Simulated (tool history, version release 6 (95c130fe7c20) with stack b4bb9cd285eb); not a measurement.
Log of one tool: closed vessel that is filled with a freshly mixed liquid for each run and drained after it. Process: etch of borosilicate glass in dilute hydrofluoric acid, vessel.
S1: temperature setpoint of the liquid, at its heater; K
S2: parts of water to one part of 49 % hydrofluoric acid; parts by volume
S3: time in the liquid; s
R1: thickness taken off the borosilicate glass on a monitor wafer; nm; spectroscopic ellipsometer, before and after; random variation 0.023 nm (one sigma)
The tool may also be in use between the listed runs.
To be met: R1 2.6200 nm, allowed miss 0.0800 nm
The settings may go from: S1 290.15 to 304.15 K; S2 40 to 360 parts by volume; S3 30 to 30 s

run,day,S1,S2,S3,R1
1,0.000,296.15,200,30,5.3729
2,0.217,295.65,210,30,4.9911
3,0.488,299.15,210,30,5.6196
4,0.579,299.15,185,30,6.5482
5,0.600,299.15,160,30,7.8982
6,0.800,299.15,160,30,7.9688
# day 1.062: hydrofluoric acid flow meter replaced
7,1.062,295.15,240,30,3.8469
8,1.229,294.65,245,30,3.6937

4 next moves are on the table. One of them brings every result within its allowed miss. Which?
A,1.396,290.65,255,30,?
B,1.396,292.65,300,30,?
C,1.396,290.65,160,30,?
D,1.396,294.15,220,30,?

move,R1
A,3.0057
B,2.6475
C,5.2280
D,4.1127
A: nearer than the last run, and not there yet
B: meets every target
C: further off than the last run
D: further off than the last run
Answer: B

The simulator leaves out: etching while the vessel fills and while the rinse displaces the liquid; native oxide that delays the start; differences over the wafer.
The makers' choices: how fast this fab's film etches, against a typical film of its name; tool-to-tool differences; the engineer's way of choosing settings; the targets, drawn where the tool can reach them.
